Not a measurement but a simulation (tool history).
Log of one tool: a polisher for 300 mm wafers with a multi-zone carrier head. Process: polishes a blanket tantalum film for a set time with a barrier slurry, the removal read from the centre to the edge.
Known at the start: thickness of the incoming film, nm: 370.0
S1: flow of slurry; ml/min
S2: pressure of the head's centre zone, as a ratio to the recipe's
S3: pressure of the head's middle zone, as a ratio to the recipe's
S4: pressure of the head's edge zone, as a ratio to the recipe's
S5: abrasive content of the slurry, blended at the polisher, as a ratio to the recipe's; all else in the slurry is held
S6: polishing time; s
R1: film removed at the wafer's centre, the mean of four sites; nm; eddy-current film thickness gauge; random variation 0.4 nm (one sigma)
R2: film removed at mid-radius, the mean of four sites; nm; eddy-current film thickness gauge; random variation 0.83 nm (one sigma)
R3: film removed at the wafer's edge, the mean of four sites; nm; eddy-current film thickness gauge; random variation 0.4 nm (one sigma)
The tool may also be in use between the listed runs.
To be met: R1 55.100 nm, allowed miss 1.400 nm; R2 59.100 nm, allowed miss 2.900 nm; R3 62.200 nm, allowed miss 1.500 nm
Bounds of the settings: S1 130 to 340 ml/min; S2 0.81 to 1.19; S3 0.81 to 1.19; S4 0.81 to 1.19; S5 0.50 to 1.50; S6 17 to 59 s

{"run": 1, "hour": 0.0, "S1": 220, "S2": 1.0, "S3": 1.0, "S4": 1.0, "S5": 1.0, "S6": 38, "R1": 61.498, "R2": 59.384, "R3": 60.203}
{"run": 2, "hour": 5.9, "S1": 220, "S2": 1.0, "S3": 1.0, "S4": 1.0, "S5": 1.0, "S6": 47, "R1": 77.671, "R2": 73.42, "R3": 74.399}
{"run": 3, "hour": 12.9, "S1": 220, "S2": 1.06, "S3": 1.0, "S4": 1.0, "S5": 1.0, "S6": 47, "R1": 79.336, "R2": 73.95, "R3": 75.22}
{"run": 4, "hour": 20.6, "S1": 220, "S2": 1.06, "S3": 0.96, "S4": 1.0, "S5": 1.0, "S6": 47, "R1": 80.292, "R2": 70.94, "R3": 74.746}
{"run": 5, "hour": 26.7, "S1": 220, "S2": 1.06, "S3": 0.96, "S4": 1.05, "S5": 1.0, "S6": 47, "R1": 79.751, "R2": 72.516, "R3": 76.669}
{"run": 6, "hour": 29.3, "S1": 220, "S2": 1.06, "S3": 0.96, "S4": 1.11, "S5": 1.0, "S6": 47, "R1": 80.036, "R2": 72.704, "R3": 78.431}
{"run": 7, "hour": 35.3, "S1": 210, "S2": 1.02, "S3": 0.96, "S4": 1.1, "S5": 0.9, "S6": 47, "R1": 73.405, "R2": 67.199, "R3": 73.648}
{"run": 8, "hour": 43.2, "S1": 200, "S2": 0.98, "S3": 0.98, "S4": 1.09, "S5": 0.85, "S6": 47, "R1": 68.365, "R2": 66.256, "R3": 72.048}
{"run": 9, "hour": 49.7, "S1": 190, "S2": 0.95, "S3": 0.99, "S4": 1.06, "S5": 0.8, "S6": 47, "R1": 64.433, "R2": 64.626, "R3": 67.986}
{"run": 10, "hour": 56.1, "S1": 180, "S2": 0.93, "S3": 0.99, "S4": 1.05, "S5": 0.8, "S6": 47, "R1": 62.917, "R2": 63.929, "R3": 67.382}
{"run": 11, "hour": 64.0, "S1": 175, "S2": 0.91, "S3": 0.99, "S4": 1.04, "S5": 0.8, "S6": 47, "R1": 61.757, "R2": 63.416, "R3": 67.594}
{"run": 12, "hour": 69.6, "S1": 160, "S2": 0.83, "S3": 0.98, "S4": 0.94, "S5": 0.65, "S6": 47, "R1": 49.012, "R2": 54.748, "R3": 55.259}
{"run": 13, "hour": 78.3, "S1": 180, "S2": 0.83, "S3": 0.98, "S4": 0.96, "S5": 0.65, "S6": 47, "R1": 49.617, "R2": 55.227, "R3": 56.728}
{"run": 14, "hour": 81.4, "S1": 240, "S2": 0.88, "S3": 1.0, "S4": 1.03, "S5": 0.7, "S6": 47, "R1": 57.212, "R2": 62.172, "R3": 63.029}
{"run": 15, "hour": 89.5, "S1": 235, "S2": 0.88, "S3": 0.99, "S4": 1.03, "S5": 0.7, "S6": 47, "R1": 57.896, "R2": 60.726, "R3": 63.001}
{"run": 16, "hour": 98.1, "S1": 230, "S2": 0.87, "S3": 0.99, "S4": 1.03, "S5": 0.7, "S6": 47, "R1": 56.04, "R2": 63.06, "R3": 62.571}
{"run": 17, "hour": 107.0, "S1": 225, "S2": 0.87, "S3": 0.98, "S4": 1.03, "S5": 0.7, "S6": 47, "R1": 56.886, "R2": 61.495, "R3": 62.715}

Which of these 4 next moves meets every target?
{"run": "A", "hour": 115.9, "S1": 220, "S2": 0.95, "S3": 1.01, "S4": 1.03, "S5": 0.65, "S6": 49, "R1": "?", "R2": "?", "R3": "?"}
{"run": "B", "hour": 115.9, "S1": 195, "S2": 0.82, "S3": 0.97, "S4": 1.1, "S5": 0.8, "S6": 44, "R1": "?", "R2": "?", "R3": "?"}
{"run": "C", "hour": 115.9, "S1": 130, "S2": 0.86, "S3": 0.96, "S4": 0.97, "S5": 0.95, "S6": 43, "R1": "?", "R2": "?", "R3": "?"}
{"run": "D", "hour": 115.9, "S1": 185, "S2": 0.92, "S3": 0.92, "S4": 1.03, "S5": 0.7, "S6": 48, "R1": "?", "R2": "?", "R3": "?"}

move=A R1=60.082 R2=59.283 R3=61.391
move=B R1=53.876 R2=58.197 R3=64.403
move=C R1=55.661 R2=57.729 R3=62.095
move=D R1=59.025 R2=55.496 R3=62.566
A: further off than the last run
B: brings the result that was furthest off to its target, and leaves another outside
C: meets every target
D: further off than the last run
Answer: C
